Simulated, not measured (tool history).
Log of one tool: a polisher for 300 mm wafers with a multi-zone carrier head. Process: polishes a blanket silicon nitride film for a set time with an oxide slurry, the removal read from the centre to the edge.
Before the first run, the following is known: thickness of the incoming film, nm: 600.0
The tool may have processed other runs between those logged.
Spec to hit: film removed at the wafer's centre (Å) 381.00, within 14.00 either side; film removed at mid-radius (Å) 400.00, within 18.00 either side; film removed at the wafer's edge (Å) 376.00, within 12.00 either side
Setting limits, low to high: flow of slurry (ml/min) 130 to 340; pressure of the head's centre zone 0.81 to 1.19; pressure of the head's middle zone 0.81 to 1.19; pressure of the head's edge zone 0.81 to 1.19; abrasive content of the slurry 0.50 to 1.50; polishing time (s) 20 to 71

run	hour	flow of slurry (ml/min)	pressure of the head's centre zone	pressure of the head's middle zone	pressure of the head's edge zone	abrasive content of the slurry	polishing time (s)	film removed at the wafer's centre (Å)	film removed at mid-radius (Å)	film removed at the wafer's edge (Å)
1	0.0	220	1.00	1.00	1.00	1.00	45	328.71	337.53	322.81
2	2.9	225	1.01	1.01	1.02	1.00	45	331.91	328.83	331.14
3	6.5	225	1.01	1.01	1.02	0.85	45	321.94	321.73	309.92
4	14.3	225	1.01	1.01	1.02	0.85	35	245.95	250.08	247.97
5	15.1	185	1.01	1.01	1.02	0.85	35	238.48	247.77	237.76
6	19.8	190	1.02	1.03	1.02	0.95	36	263.40	268.47	254.79
7	24.9	195	1.02	1.05	1.03	1.05	37	274.49	290.04	272.51
8	26.0	205	1.03	1.06	1.04	1.10	37	283.18	289.99	280.51
9	33.9	205	1.03	1.07	1.04	1.15	38	304.30	307.85	289.39
10	35.1	210	1.02	1.08	1.05	1.20	39	308.50	325.25	303.41
11	37.4	215	1.02	1.09	1.06	1.25	39	312.25	329.47	312.69
12	44.4	220	1.02	1.10	1.06	1.30	39	321.41	337.00	315.66
13	52.8	220	1.02	1.10	1.06	1.30	39	318.84	335.44	314.61

Next run, 5 choices. One meets every target within its allowed miss, the rest don't. Which?
A	61.2	190	1.04	1.11	1.07	1.50	45	?	?	?
B	61.2	255	0.89	0.84	1.19	1.20	37	?	?	?
C	61.2	245	1.19	0.85	1.16	1.30	42	?	?	?
D	61.2	245	1.00	0.86	1.19	1.40	42	?	?	?
E	61.2	240	0.95	1.19	1.15	1.30	45	?	?	?

move	film removed at the wafer's centre (Å)	film removed at mid-radius (Å)	film removed at the wafer's edge (Å)
A	381.30	404.27	371.62
B	269.65	252.64	304.19
C	386.01	295.53	349.59
D	347.38	305.47	361.12
E	350.79	420.31	371.12
A: hits every target within its allowed miss
B: lands further from the targets than the last run did
C: lands further from the targets than the last run did
D: just as far off the targets as the last run
E: brings the result that was furthest off to its target, and leaves another outside
A is the move that brings every result within its allowed miss.
